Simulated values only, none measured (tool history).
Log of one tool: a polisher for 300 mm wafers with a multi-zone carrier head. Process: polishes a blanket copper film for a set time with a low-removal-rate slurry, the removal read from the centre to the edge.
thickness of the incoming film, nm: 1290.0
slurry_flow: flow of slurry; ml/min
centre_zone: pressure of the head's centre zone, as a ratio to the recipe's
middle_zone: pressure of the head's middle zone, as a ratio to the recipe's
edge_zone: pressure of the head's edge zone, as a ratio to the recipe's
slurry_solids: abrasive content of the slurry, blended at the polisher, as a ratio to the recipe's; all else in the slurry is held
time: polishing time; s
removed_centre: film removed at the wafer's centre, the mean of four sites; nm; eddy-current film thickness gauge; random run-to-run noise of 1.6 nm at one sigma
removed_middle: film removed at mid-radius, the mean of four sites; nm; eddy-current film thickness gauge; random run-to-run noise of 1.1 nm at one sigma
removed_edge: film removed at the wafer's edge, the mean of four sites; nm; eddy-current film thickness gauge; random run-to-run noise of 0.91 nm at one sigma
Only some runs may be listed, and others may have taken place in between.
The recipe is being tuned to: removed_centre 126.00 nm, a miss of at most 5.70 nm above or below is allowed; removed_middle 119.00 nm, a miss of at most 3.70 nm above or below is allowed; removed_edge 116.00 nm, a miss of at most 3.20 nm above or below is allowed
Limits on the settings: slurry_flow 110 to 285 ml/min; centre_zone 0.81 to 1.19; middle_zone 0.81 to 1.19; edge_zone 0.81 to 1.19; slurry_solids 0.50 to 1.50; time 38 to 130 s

| run | day | slurry_flow | centre_zone | middle_zone | edge_zone | slurry_solids | time | removed_centre | removed_middle | removed_edge |
|---|---|---|---|---|---|---|---|---|---|---|
| 1 | 0.000 | 180 | 1.00 | 1.00 | 1.00 | 1.00 | 84 | 143.12 | 155.51 | 157.03 |
| 2 | 0.042 | 180 | 1.00 | 1.00 | 1.00 | 1.00 | 74 | 125.55 | 139.93 | 136.95 |
| 3 | 0.342 | 140 | 1.00 | 1.00 | 1.00 | 1.00 | 74 | 118.66 | 132.52 | 133.59 |
| 4 | 0.383 | 140 | 1.02 | 0.99 | 0.97 | 0.95 | 74 | 117.79 | 130.75 | 130.24 |
| 5 | 0.675 | 140 | 1.05 | 0.98 | 0.95 | 0.95 | 74 | 120.94 | 129.28 | 129.62 |
|  | 0.883 | centre zone pressure recalibrated |
| 6 | 0.883 | 140 | 0.97 | 0.98 | 0.95 | 0.95 | 74 | 122.08 | 130.22 | 129.89 |
| 7 | 1.167 | 190 | 1.07 | 0.89 | 0.85 | 0.70 | 72 | 125.30 | 113.90 | 112.35 |
| 8 | 1.329 | 195 | 1.07 | 0.89 | 0.86 | 0.70 | 72 | 124.45 | 114.38 | 111.39 |
| 9 | 1.496 | 195 | 1.07 | 0.89 | 0.87 | 0.70 | 72 | 124.73 | 114.52 | 114.65 |
| 10 | 1.525 | 200 | 1.07 | 0.89 | 0.87 | 0.70 | 72 | 129.19 | 113.51 | 113.63 |
| 11 | 1.858 | 200 | 1.06 | 0.90 | 0.87 | 0.70 | 72 | 125.69 | 116.49 | 112.55 |
| 12 | 1.900 | 200 | 1.06 | 0.90 | 0.88 | 0.70 | 72 | 125.25 | 116.77 | 113.04 |
| 13 | 2.138 | 200 | 1.06 | 0.90 | 0.89 | 0.70 | 72 | 124.78 | 113.60 | 115.50 |

5 next moves are on the table. One of them brings every result within its allowed miss. Which?
| A | 2.375 | 195 | 1.07 | 0.81 | 0.85 | 0.75 | 72 | ? | ? | ? |
| B | 2.375 | 250 | 1.09 | 0.81 | 0.87 | 0.50 | 79 | ? | ? | ? |
| C | 2.375 | 210 | 0.97 | 0.83 | 0.98 | 0.55 | 76 | ? | ? | ? |
| D | 2.375 | 230 | 1.02 | 0.90 | 0.87 | 0.70 | 73 | ? | ? | ? |
| E | 2.375 | 220 | 1.03 | 0.96 | 0.81 | 0.75 | 70 | ? | ? | ? |

| move | removed_centre | removed_middle | removed_edge |
|---|---|---|---|
| A | 126.94 | 111.84 | 115.69 |
| B | 126.33 | 109.25 | 113.28 |
| C | 112.39 | 108.43 | 117.58 |
| D | 124.07 | 120.33 | 117.58 |
| E | 121.95 | 122.00 | 111.33 |
A: its largest miss is bigger than the last run's
B: its largest miss is bigger than the last run's
C: its largest miss is bigger than the last run's
D: each result inside its tolerance
E: puts the biggest miss on target and leaves a different result outside tolerance
Go with D: it meets all targets.
